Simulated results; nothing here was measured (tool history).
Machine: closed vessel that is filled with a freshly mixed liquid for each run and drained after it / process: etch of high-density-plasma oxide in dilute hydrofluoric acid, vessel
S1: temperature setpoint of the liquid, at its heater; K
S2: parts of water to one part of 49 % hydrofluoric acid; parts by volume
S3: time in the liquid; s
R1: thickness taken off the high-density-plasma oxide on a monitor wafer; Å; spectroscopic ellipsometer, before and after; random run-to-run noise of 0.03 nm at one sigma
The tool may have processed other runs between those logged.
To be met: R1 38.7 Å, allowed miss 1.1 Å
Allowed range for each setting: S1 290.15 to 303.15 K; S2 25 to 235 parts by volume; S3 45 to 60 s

{"run": 1, "hour": 0.0, "S1": 295.15, "S2": 130, "S3": 60, "R1": 29.607}
{"run": 2, "hour": 7.1, "S1": 295.15, "S2": 150, "S3": 60, "R1": 24.748}
{"run": 3, "hour": 13.0, "S1": 292.65, "S2": 150, "S3": 60, "R1": 22.64}
{"run": 4, "hour": 20.8, "S1": 293.65, "S2": 150, "S3": 60, "R1": 23.327}
{"run": 5, "hour": 24.7, "S1": 294.65, "S2": 150, "S3": 60, "R1": 24.039}
{"run": 6, "hour": 29.3, "S1": 294.65, "S2": 150, "S3": 60, "R1": 24.427}
{"run": 7, "hour": 38.1, "S1": 294.65, "S2": 150, "S3": 60, "R1": 24.6}
{"run": 8, "hour": 45.8, "S1": 295.65, "S2": 150, "S3": 60, "R1": 25.387}
{"run": 9, "hour": 53.9, "S1": 296.15, "S2": 150, "S3": 60, "R1": 26.018}
{"hour": 62.8, "done": "thermometer replaced"}
{"run": 10, "hour": 62.8, "S1": 296.65, "S2": 150, "S3": 60, "R1": 24.812}
{"run": 11, "hour": 67.7, "S1": 297.15, "S2": 145, "S3": 60, "R1": 26.149}

Consider the 4 candidate settings below. Which is the only one whose results all fall within their allowed miss of target?
{"run": "A", "hour": 72.6, "S1": 296.65, "S2": 110, "S3": 60, "R1": "?"}
{"run": "B", "hour": 72.6, "S1": 296.15, "S2": 100, "S3": 60, "R1": "?"}
{"run": "C", "hour": 72.6, "S1": 296.15, "S2": 95, "S3": 60, "R1": "?"}
{"run": "D", "hour": 72.6, "S1": 298.15, "S2": 115, "S3": 60, "R1": "?"}

move=A R1=35.463
move=B R1=38.702
move=C R1=40.985
move=D R1=35.756
A: an improvement on the last run, though not all results are within tolerance
B: every result lands within tolerance
C: carries the result that was furthest off beyond its target, to the other side
D: an improvement on the last run, though not all results are within tolerance
B is the move that brings every result within its allowed miss.
